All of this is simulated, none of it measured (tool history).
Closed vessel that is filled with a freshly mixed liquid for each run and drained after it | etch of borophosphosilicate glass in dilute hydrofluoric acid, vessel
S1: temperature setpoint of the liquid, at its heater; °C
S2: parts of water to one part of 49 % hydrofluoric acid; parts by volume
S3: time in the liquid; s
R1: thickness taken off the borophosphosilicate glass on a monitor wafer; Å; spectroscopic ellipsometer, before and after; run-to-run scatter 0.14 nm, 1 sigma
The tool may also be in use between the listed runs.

run    day  S1   S2   S3      R1
  1      0  22  270  175   193.1
  2  0.129  23  255  175   214.6
  3  0.312  23  180  175  329.81
  4  0.567  20  180  175  292.86
  5  0.762  21  180  175  307.19
  6  0.862  21  180  175  305.47
  7    1.1  25  175  175  367.79

What does the tool deliver on the next run?
  8  1.15  25  175  175   ?

{"run 8": {"R1": 369.12}}
